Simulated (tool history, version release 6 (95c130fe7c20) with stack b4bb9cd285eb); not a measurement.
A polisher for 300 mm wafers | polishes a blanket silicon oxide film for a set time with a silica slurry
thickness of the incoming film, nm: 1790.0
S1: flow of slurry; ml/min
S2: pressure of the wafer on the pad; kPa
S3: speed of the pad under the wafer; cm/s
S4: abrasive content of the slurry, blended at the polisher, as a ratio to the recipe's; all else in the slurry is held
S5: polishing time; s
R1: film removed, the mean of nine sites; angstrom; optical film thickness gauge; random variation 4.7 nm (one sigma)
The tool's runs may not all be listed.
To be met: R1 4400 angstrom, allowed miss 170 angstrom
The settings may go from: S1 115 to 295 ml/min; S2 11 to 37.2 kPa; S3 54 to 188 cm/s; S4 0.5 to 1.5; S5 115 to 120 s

Run 1, hour 0: S1 190 ml/min, S2 24.1 kPa, S3 120 cm/s, S4 1, S5 115 s. Result: R1 2471.7 angstrom.
Run 2, hour 1.1: S1 190 ml/min, S2 20.7 kPa, S3 120 cm/s, S4 1, S5 115 s. Result: R1 2119.8 angstrom.
Run 3, hour 5.9: S1 190 ml/min, S2 22.8 kPa, S3 120 cm/s, S4 1, S5 115 s. Result: R1 2366.9 angstrom.
Run 4, hour 7.2: S1 190 ml/min, S2 24.1 kPa, S3 120 cm/s, S4 1, S5 115 s. Result: R1 2542.9 angstrom.
Run 5, hour 9.1: S1 190 ml/min, S2 25.5 kPa, S3 120 cm/s, S4 1, S5 115 s. Result: R1 2681.3 angstrom.
At hour 17.6: worn pad replaced by a new one.
Run 6, hour 17.6: S1 175 ml/min, S2 25.5 kPa, S3 120 cm/s, S4 1, S5 115 s. Result: R1 2893.5 angstrom.
Run 7, hour 18.8: S1 170 ml/min, S2 26.2 kPa, S3 120 cm/s, S4 1, S5 115 s. Result: R1 2953.9 angstrom.
Run 8, hour 27.6: S1 165 ml/min, S2 26.9 kPa, S3 120 cm/s, S4 1, S5 115 s. Result: R1 3115.3 angstrom.
Run 9, hour 30.6: S1 160 ml/min, S2 27.6 kPa, S3 120 cm/s, S4 1, S5 115 s. Result: R1 3102.3 angstrom.
Run 10, hour 32.4: S1 160 ml/min, S2 28.3 kPa, S3 120 cm/s, S4 1, S5 115 s. Result: R1 3179.1 angstrom.
Run 11, hour 33.7: S1 160 ml/min, S2 29 kPa, S3 120 cm/s, S4 1, S5 115 s. Result: R1 3298.8 angstrom.
Run 12, hour 41.9: S1 170 ml/min, S2 35.9 kPa, S3 122 cm/s, S4 1, S5 115 s. Result: R1 4096.9 angstrom.
Run 13, hour 48.7: S1 165 ml/min, S2 35.9 kPa, S3 122 cm/s, S4 1, S5 115 s. Result: R1 4155 angstrom.
Run 14, hour 51.7: S1 155 ml/min, S2 35.9 kPa, S3 122 cm/s, S4 1, S5 115 s. Result: R1 4034.5 angstrom.

Which of these 5 next moves meets every target?
Run A, hour 54.7: S1 115 ml/min, S2 37.2 kPa, S3 114 cm/s, S4 1.25, S5 115 s. Result: R1 ?.
Run B, hour 54.7: S1 180 ml/min, S2 36.5 kPa, S3 116 cm/s, S4 1.05, S5 120 s. Result: R1 ?.
Run C, hour 54.7: S1 145 ml/min, S2 26.9 kPa, S3 186 cm/s, S4 1.3, S5 118 s. Result: R1 ?.
Run D, hour 54.7: S1 180 ml/min, S2 37.2 kPa, S3 128 cm/s, S4 1.05, S5 118 s. Result: R1 ?.
Run E, hour 54.7: S1 140 ml/min, S2 34.5 kPa, S3 126 cm/s, S4 1, S5 119 s. Result: R1 ?.

move      R1
   A  4054.4
   B  4348.2
   C    4772
   D  4711.6
   E  4094.9
A: nearer than the last run, and not there yet
B: meets every target
C: takes the result that was furthest off past its target
D: takes the result that was furthest off past its target
E: nearer than the last run, and not there yet
The right move is B.
